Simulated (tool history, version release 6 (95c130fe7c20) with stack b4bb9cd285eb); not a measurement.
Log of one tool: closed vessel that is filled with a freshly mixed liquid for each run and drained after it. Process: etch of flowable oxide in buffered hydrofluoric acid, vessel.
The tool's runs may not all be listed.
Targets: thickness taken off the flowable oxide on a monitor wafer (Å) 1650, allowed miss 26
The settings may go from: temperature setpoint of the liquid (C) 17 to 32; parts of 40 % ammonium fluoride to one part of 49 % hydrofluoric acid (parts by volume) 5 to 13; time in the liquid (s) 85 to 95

run,day,temperature setpoint of the liquid (C),parts of 40 % ammonium fluoride to one part of 49 % hydrofluoric acid (parts by volume),time in the liquid (s),thickness taken off the flowable oxide on a monitor wafer (Å)
1,0,24,8,85,2229.1
2,0.262,22.5,8,85,2066.3
3,0.612,21.5,8,85,1958.4
4,0.779,21.5,8,85,1936.5
5,1.046,21,8,85,1872.1
6,1.121,20.5,8,85,1825.7
7,1.471,20,8,85,1787.5
8,1.55,18,8,85,1603.4

4 next moves are on the table. One of them brings every result within its allowed miss. Which?
A,1.629,17.5,8,90,?
B,1.629,18.5,9,95,?
C,1.629,19,8.5,85,?
D,1.629,18.5,8.5,95,?

move,thickness taken off the flowable oxide on a monitor wafer (Å)
A,1642.7
B,1614.9
C,1581.5
D,1718.4
A: meets every target
B: nearer than the last run, and not there yet
C: further off than the last run
D: takes the result that was furthest off past its target
Answer: A

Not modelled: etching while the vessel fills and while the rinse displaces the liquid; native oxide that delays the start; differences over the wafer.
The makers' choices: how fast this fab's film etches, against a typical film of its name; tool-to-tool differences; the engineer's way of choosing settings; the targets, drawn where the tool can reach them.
